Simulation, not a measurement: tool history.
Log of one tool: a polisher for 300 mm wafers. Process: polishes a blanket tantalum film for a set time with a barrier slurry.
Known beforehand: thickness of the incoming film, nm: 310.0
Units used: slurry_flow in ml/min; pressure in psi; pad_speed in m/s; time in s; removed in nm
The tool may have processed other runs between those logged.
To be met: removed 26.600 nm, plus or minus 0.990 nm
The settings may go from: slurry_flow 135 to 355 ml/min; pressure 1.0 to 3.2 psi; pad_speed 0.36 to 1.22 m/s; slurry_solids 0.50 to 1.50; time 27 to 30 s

{"run": 1, "day": 0.0, "slurry_flow": 225, "pressure": 2.1, "pad_speed": 0.78, "slurry_solids": 1.0, "time": 30, "removed": 39.394}
{"run": 2, "day": 0.188, "slurry_flow": 260, "pressure": 2.1, "pad_speed": 0.78, "slurry_solids": 1.0, "time": 30, "removed": 39.692}
{"run": 3, "day": 0.242, "slurry_flow": 260, "pressure": 2.5, "pad_speed": 0.78, "slurry_solids": 1.0, "time": 30, "removed": 46.488}
{"run": 4, "day": 0.596, "slurry_flow": 290, "pressure": 2.5, "pad_speed": 0.78, "slurry_solids": 1.0, "time": 30, "removed": 47.612}
{"run": 5, "day": 0.938, "slurry_flow": 290, "pressure": 2.8, "pad_speed": 0.78, "slurry_solids": 1.0, "time": 30, "removed": 52.4}
{"run": 6, "day": 0.992, "slurry_flow": 290, "pressure": 2.4, "pad_speed": 0.76, "slurry_solids": 1.0, "time": 30, "removed": 44.885}
{"run": 7, "day": 1.154, "slurry_flow": 285, "pressure": 2.1, "pad_speed": 0.76, "slurry_solids": 1.0, "time": 30, "removed": 39.006}
{"run": 8, "day": 1.525, "slurry_flow": 285, "pressure": 1.9, "pad_speed": 0.76, "slurry_solids": 1.0, "time": 30, "removed": 36.692}
{"run": 9, "day": 1.558, "slurry_flow": 285, "pressure": 1.7, "pad_speed": 0.76, "slurry_solids": 1.0, "time": 30, "removed": 33.036}
{"run": 10, "day": 1.808, "slurry_flow": 285, "pressure": 1.6, "pad_speed": 0.76, "slurry_solids": 1.0, "time": 30, "removed": 31.741}
{"run": 11, "day": 2.088, "slurry_flow": 285, "pressure": 1.5, "pad_speed": 0.76, "slurry_solids": 1.0, "time": 30, "removed": 29.974}
{"day": 2.438, "done": "slurry blender recalibrated"}
{"run": 12, "day": 2.438, "slurry_flow": 285, "pressure": 1.4, "pad_speed": 0.76, "slurry_solids": 1.0, "time": 30, "removed": 30.399}
{"run": 13, "day": 2.608, "slurry_flow": 285, "pressure": 1.3, "pad_speed": 0.76, "slurry_solids": 1.0, "time": 30, "removed": 28.737}

Below are 4 possible settings for the next run. Only one of them brings all results inside the allowed miss of their targets. Which is it?
{"run": "A", "day": 2.779, "slurry_flow": 265, "pressure": 1.7, "pad_speed": 0.64, "slurry_solids": 0.75, "time": 27, "removed": "?"}
{"run": "B", "day": 2.779, "slurry_flow": 265, "pressure": 1.4, "pad_speed": 1.02, "slurry_solids": 0.8, "time": 27, "removed": "?"}
{"run": "C", "day": 2.779, "slurry_flow": 300, "pressure": 1.4, "pad_speed": 0.76, "slurry_solids": 0.95, "time": 29, "removed": "?"}
{"run": "D", "day": 2.779, "slurry_flow": 325, "pressure": 1.3, "pad_speed": 0.78, "slurry_solids": 1.25, "time": 30, "removed": "?"}

move=A removed=25.912
move=B removed=29.818
move=C removed=28.448
move=D removed=30.469
A: meets every target
B: misses by more than the last run did
C: gains on the last run, yet a result remains outside its allowed miss
D: misses by more than the last run did
Move A is the one to make.
